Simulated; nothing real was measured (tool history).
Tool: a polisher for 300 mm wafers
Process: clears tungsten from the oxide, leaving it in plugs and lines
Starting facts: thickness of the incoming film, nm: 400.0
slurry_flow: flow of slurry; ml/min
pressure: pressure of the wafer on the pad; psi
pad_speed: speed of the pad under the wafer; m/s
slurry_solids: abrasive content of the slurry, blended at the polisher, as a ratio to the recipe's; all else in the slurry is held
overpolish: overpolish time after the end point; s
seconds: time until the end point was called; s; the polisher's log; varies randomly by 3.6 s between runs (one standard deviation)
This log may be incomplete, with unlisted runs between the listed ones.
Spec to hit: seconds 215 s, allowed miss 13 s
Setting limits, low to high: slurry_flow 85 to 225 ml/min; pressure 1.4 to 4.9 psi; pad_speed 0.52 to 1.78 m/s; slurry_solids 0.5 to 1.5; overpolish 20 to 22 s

{"run": 1, "hour": 0.0, "slurry_flow": 145, "pressure": 3.1, "pad_speed": 1.14, "slurry_solids": 1, "overpolish": 20, "seconds": 80.245}
{"run": 2, "hour": 3.6, "slurry_flow": 145, "pressure": 3.1, "pad_speed": 1.14, "slurry_solids": 1, "overpolish": 20, "seconds": 78.59}
{"run": 3, "hour": 7.2, "slurry_flow": 145, "pressure": 3.1, "pad_speed": 0.96, "slurry_solids": 1, "overpolish": 20, "seconds": 97.262}
{"run": 4, "hour": 12.9, "slurry_flow": 145, "pressure": 3.1, "pad_speed": 0.86, "slurry_solids": 1, "overpolish": 20, "seconds": 105.37}
{"run": 5, "hour": 14.2, "slurry_flow": 145, "pressure": 2.5, "pad_speed": 0.8, "slurry_solids": 1, "overpolish": 20, "seconds": 139.19}
{"run": 6, "hour": 15.5, "slurry_flow": 145, "pressure": 2.5, "pad_speed": 0.8, "slurry_solids": 1.1, "overpolish": 20, "seconds": 136.19}
{"run": 7, "hour": 19.5, "slurry_flow": 145, "pressure": 2.1, "pad_speed": 0.78, "slurry_solids": 1.1, "overpolish": 20, "seconds": 166.98}
{"run": 8, "hour": 21.2, "slurry_flow": 145, "pressure": 1.9, "pad_speed": 0.78, "slurry_solids": 1.1, "overpolish": 20, "seconds": 175.79}
{"run": 9, "hour": 22.9, "slurry_flow": 145, "pressure": 1.4, "pad_speed": 0.72, "slurry_solids": 1.1, "overpolish": 20, "seconds": 257.45}
{"run": 10, "hour": 27.8, "slurry_flow": 145, "pressure": 1.4, "pad_speed": 0.72, "slurry_solids": 1.1, "overpolish": 20, "seconds": 264.96}
{"run": 11, "hour": 34.5, "slurry_flow": 145, "pressure": 2.1, "pad_speed": 0.74, "slurry_solids": 1.1, "overpolish": 20, "seconds": 173.71}
{"run": 12, "hour": 43.2, "slurry_flow": 145, "pressure": 2, "pad_speed": 0.74, "slurry_solids": 1.1, "overpolish": 20, "seconds": 178.62}
{"run": 13, "hour": 51.6, "slurry_flow": 145, "pressure": 1.9, "pad_speed": 0.74, "slurry_solids": 1.1, "overpolish": 20, "seconds": 190.7}
{"run": 14, "hour": 52.7, "slurry_flow": 145, "pressure": 1.8, "pad_speed": 0.74, "slurry_solids": 1.1, "overpolish": 20, "seconds": 193.67}

Consider the 4 candidate settings below. Which is the only one whose results all fall within their allowed miss of target?
{"run": "A", "hour": 53.8, "slurry_flow": 140, "pressure": 1.6, "pad_speed": 0.78, "slurry_solids": 1.15, "overpolish": 20, "seconds": "?"}
{"run": "B", "hour": 53.8, "slurry_flow": 85, "pressure": 2.7, "pad_speed": 0.62, "slurry_solids": 0.85, "overpolish": 22, "seconds": "?"}
{"run": "C", "hour": 53.8, "slurry_flow": 180, "pressure": 1.5, "pad_speed": 0.92, "slurry_solids": 1.1, "overpolish": 21, "seconds": "?"}
{"run": "D", "hour": 53.8, "slurry_flow": 165, "pressure": 1.8, "pad_speed": 0.76, "slurry_solids": 1.1, "overpolish": 20, "seconds": "?"}

move=A seconds=210.17
move=B seconds=194.65
move=C seconds=186.22
move=D seconds=190.63
A: all results in spec
B: just as far off the targets as the last run
C: misses by more than the last run did
D: misses by more than the last run did
The move that meets every target is A.
